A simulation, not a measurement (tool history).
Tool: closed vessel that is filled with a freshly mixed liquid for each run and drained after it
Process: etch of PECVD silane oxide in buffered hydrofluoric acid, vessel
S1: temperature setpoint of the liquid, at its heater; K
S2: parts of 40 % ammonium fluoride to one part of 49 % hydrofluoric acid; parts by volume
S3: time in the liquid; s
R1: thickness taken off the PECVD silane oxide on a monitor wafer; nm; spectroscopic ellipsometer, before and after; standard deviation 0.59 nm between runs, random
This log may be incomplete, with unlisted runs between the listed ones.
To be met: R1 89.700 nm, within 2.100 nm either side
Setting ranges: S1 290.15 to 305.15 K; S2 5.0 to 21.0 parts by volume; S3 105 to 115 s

run 1 hour=0.0 | S1=298.15 S2=13.0 S3=105 | R1=139.960
run 2 hour=6.1 | S1=300.15 S2=13.0 S3=105 | R1=158.140
run 3 hour=13.8 | S1=298.65 S2=13.0 S3=105 | R1=145.490
run 4 hour=17.8 | S1=296.65 S2=13.0 S3=105 | R1=129.210
run 5 hour=21.1 | S1=296.65 S2=13.0 S3=115 | R1=141.360
run 6 hour=21.7 | S1=298.15 S2=13.0 S3=115 | R1=154.170
run 7 hour=29.8 | S1=296.15 S2=13.5 S3=115 | R1=132.560
run 8 hour=31.6 | S1=294.65 S2=13.5 S3=115 | R1=122.000
run 9 hour=32.7 | S1=293.65 S2=13.5 S3=115 | R1=116.430
-- hour=38.5 hydrofluoric acid flow meter replaced
run 10 hour=38.5 | S1=292.65 S2=13.5 S3=115 | R1=116.740
run 11 hour=44.1 | S1=292.15 S2=14.0 S3=115 | R1=108.320

Which single option among these 5 for the next run brings every result within its allowed miss of target? Just one does.
run A hour=49.7 | S1=293.15 S2=12.0 S3=105 | R1=?
run B hour=49.7 | S1=292.15 S2=14.0 S3=105 | R1=?
run C hour=49.7 | S1=290.65 S2=14.0 S3=110 | R1=?
run D hour=49.7 | S1=293.65 S2=13.5 S3=115 | R1=?
run E hour=49.7 | S1=293.15 S2=16.5 S3=105 | R1=?

move=A R1=122.880
move=B R1=99.872
move=C R1=96.096
move=D R1=123.320
move=E R1=89.879
A: moves away from the targets compared with the last run
B: closes in on the targets versus the last run, not all within tolerance yet
C: closes in on the targets versus the last run, not all within tolerance yet
D: moves away from the targets compared with the last run
E: in spec on every target
Correct choice: E, which meets every target
